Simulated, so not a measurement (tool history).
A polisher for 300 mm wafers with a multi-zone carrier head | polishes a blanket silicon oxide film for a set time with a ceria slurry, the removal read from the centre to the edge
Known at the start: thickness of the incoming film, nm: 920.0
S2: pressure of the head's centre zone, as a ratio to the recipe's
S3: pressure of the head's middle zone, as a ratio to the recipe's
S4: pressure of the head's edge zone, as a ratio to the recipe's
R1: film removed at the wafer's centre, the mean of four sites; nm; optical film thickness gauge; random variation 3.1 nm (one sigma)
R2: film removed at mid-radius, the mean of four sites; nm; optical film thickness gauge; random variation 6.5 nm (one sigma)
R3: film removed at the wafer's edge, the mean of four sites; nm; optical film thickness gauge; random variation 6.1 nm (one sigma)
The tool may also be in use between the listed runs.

Run 1, hour 0.0: flow of slurry (ml/min) 155, S2 1.00, S3 1.00, S4 1.00, polishing time (s) 59. Result: R1 365.77 nm, R2 377.58 nm, R3 382.57 nm.
Run 2, hour 1.4: flow of slurry (ml/min) 155, S2 1.05, S3 1.00, S4 1.00, polishing time (s) 59. Result: R1 372.60 nm, R2 364.65 nm, R3 380.35 nm.
Run 3, hour 5.9: flow of slurry (ml/min) 155, S2 0.99, S3 1.00, S4 1.00, polishing time (s) 59. Result: R1 361.30 nm, R2 373.73 nm, R3 377.53 nm.
Run 4, hour 12.4: flow of slurry (ml/min) 165, S2 0.99, S3 1.01, S4 1.02, polishing time (s) 59. Result: R1 364.91 nm, R2 377.05 nm, R3 381.11 nm.
Run 5, hour 19.9: flow of slurry (ml/min) 165, S2 0.99, S3 1.02, S4 1.03, polishing time (s) 60. Result: R1 370.61 nm, R2 388.26 nm, R3 387.33 nm.
Run 6, hour 23.8: flow of slurry (ml/min) 165, S2 0.98, S3 1.02, S4 1.04, polishing time (s) 61. Result: R1 372.41 nm, R2 401.14 nm, R3 404.59 nm.
Run 7, hour 26.5: flow of slurry (ml/min) 170, S2 0.98, S3 1.03, S4 1.05, polishing time (s) 61. Result: R1 376.92 nm, R2 400.77 nm, R3 404.97 nm.
Run 8, hour 34.4: flow of slurry (ml/min) 175, S2 0.98, S3 1.04, S4 1.06, polishing time (s) 61. Result: R1 377.79 nm, R2 397.66 nm, R3 408.88 nm.
Run 9, hour 40.1: flow of slurry (ml/min) 180, S2 0.98, S3 1.05, S4 1.06, polishing time (s) 62. Result: R1 386.49 nm, R2 406.31 nm, R3 407.08 nm.

Run 10 comes next. What will it give?
Run 10, hour 44.1: flow of slurry (ml/min) 180, S2 0.98, S3 1.06, S4 1.06, polishing time (s) 63. Result: R1 ?, R2 ?, R3 ?.

{"run 10": {"R1": 392.81, "R2": 426.94, "R3": 417.16}}
